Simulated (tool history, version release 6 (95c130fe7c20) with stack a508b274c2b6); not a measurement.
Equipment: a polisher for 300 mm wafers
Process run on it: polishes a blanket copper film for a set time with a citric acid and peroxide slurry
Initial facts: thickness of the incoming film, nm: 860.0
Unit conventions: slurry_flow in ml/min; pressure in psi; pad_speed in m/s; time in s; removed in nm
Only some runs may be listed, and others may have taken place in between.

run,hour,slurry_flow,pressure,pad_speed,slurry_solids,time,removed
1,0.0,290,2.3,0.96,1.00,39,67.312
2,7.3,290,2.3,0.96,1.00,39,66.644
3,10.8,290,2.3,0.96,0.85,39,65.962
4,17.6,290,2.3,0.96,0.70,39,63.065
5,19.6,290,2.3,1.18,0.70,39,74.270
6,22.6,290,2.1,1.18,0.70,39,69.822

Estimate the outcome of run 7 from the log above:
7,29.9,290,1.9,1.18,0.70,39,?

{"run 7": {"removed": 64.132}}

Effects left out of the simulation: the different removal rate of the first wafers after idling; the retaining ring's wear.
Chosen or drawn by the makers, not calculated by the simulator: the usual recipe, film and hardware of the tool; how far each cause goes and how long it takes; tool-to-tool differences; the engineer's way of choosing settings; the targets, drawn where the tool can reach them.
